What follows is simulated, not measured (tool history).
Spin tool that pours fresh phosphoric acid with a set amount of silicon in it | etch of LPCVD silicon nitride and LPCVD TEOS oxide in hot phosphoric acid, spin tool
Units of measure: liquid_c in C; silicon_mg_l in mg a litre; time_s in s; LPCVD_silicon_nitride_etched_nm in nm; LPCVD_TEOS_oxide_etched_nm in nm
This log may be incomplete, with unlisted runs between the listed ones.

run,day,liquid_c,silicon_mg_l,time_s,LPCVD_silicon_nitride_etched_nm,LPCVD_TEOS_oxide_etched_nm
1,0.000,163.0,17.5,125,12.613,0.41690
2,0.088,163.0,17.5,175,17.636,0.64925
3,0.117,162.5,16.5,175,17.191,0.60332
4,0.196,162.0,14.5,175,16.861,0.74485
5,0.275,161.5,15.0,175,16.715,0.68567
6,0.592,163.0,15.0,175,17.266,0.66435

Run 7 comes next. What will it give?
7,0.800,163.0,15.0,170,?,?

{"run 7": {"LPCVD_silicon_nitride_etched_nm": 16.913, "LPCVD_TEOS_oxide_etched_nm": 0.67491}}
